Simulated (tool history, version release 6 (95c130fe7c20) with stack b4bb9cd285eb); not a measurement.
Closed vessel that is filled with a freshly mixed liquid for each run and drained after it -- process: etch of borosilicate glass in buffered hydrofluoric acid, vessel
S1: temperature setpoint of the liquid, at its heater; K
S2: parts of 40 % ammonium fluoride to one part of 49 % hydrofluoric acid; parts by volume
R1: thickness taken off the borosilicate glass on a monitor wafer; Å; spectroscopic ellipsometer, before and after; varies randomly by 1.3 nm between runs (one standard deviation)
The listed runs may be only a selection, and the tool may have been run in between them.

run 1 hour=0 | S1=296.15 S2=8 time_in_the_liquid_(s)=100 | R1=1354.5
run 2 hour=5.4 | S1=296.65 S2=8 time_in_the_liquid_(s)=100 | R1=1359.9
run 3 hour=11.7 | S1=297.65 S2=8 time_in_the_liquid_(s)=100 | R1=1458.3
run 4 hour=13.8 | S1=297.65 S2=6 time_in_the_liquid_(s)=100 | R1=1918.6
run 5 hour=22.3 | S1=297.15 S2=6 time_in_the_liquid_(s)=100 | R1=1873.6
run 6 hour=25.5 | S1=297.15 S2=6 time_in_the_liquid_(s)=110 | R1=2051.9
run 7 hour=32.9 | S1=296.15 S2=6 time_in_the_liquid_(s)=110 | R1=1966

Run 8, settings as shown, results not yet in. Your forecast:
run 8 hour=40 | S1=296.15 S2=6 time_in_the_liquid_(s)=110 | R1=?

{"run 8": {"R1": 1947.5}}

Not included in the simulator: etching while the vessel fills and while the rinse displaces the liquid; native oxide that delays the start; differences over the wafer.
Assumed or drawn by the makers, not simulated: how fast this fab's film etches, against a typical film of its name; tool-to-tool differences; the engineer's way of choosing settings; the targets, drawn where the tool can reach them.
